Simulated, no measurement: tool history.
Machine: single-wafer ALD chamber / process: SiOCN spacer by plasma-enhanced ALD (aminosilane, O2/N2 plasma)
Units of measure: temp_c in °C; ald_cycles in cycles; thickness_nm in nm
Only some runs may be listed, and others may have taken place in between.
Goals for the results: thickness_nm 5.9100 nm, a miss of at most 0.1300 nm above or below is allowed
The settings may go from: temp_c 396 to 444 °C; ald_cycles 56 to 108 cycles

Run 1, hour 0.0: temp_c 420 °C, ald_cycles 82 cycles. Result: thickness_nm 5.1128 nm.
Run 2, hour 2.2: temp_c 420 °C, ald_cycles 70 cycles. Result: thickness_nm 4.3548 nm.
Run 3, hour 9.0: temp_c 420 °C, ald_cycles 81 cycles. Result: thickness_nm 5.0261 nm.
Run 4, hour 10.0: temp_c 412 °C, ald_cycles 81 cycles. Result: thickness_nm 5.1435 nm.
Run 5, hour 13.8: temp_c 411 °C, ald_cycles 82 cycles. Result: thickness_nm 5.3071 nm.
Run 6, hour 16.4: temp_c 411 °C, ald_cycles 75 cycles. Result: thickness_nm 4.7981 nm.
Run 7, hour 20.6: temp_c 410 °C, ald_cycles 77 cycles. Result: thickness_nm 4.9181 nm.
Run 8, hour 23.1: temp_c 409 °C, ald_cycles 79 cycles. Result: thickness_nm 5.1020 nm.
Run 9, hour 29.5: temp_c 408 °C, ald_cycles 80 cycles. Result: thickness_nm 5.2304 nm.
Run 10, hour 34.6: temp_c 407 °C, ald_cycles 81 cycles. Result: thickness_nm 5.3202 nm.
Run 11, hour 36.4: temp_c 406 °C, ald_cycles 82 cycles. Result: thickness_nm 5.3439 nm.
Run 12, hour 45.4: temp_c 405 °C, ald_cycles 83 cycles. Result: thickness_nm 5.3982 nm.

Below are 5 possible settings for the next run. Only one of them brings all results inside the allowed miss of their targets. Which is it?
Run A, hour 54.4: temp_c 409 °C, ald_cycles 76 cycles. Result: thickness_nm ?.
Run B, hour 54.4: temp_c 396 °C, ald_cycles 89 cycles. Result: thickness_nm ?.
Run C, hour 54.4: temp_c 398 °C, ald_cycles 77 cycles. Result: thickness_nm ?.
Run D, hour 54.4: temp_c 404 °C, ald_cycles 95 cycles. Result: thickness_nm ?.
Run E, hour 54.4: temp_c 402 °C, ald_cycles 72 cycles. Result: thickness_nm ?.

move  thickness_nm
   A        4.9068
   B        5.8777
   C        5.0852
   D        6.2408
   E        4.7550
A: its largest miss is bigger than the last run's
B: meets every target
C: its largest miss is bigger than the last run's
D: moves the result that the last run missed by most past its target, out the other side
E: its largest miss is bigger than the last run's
B is the move that brings every result within its allowed miss.

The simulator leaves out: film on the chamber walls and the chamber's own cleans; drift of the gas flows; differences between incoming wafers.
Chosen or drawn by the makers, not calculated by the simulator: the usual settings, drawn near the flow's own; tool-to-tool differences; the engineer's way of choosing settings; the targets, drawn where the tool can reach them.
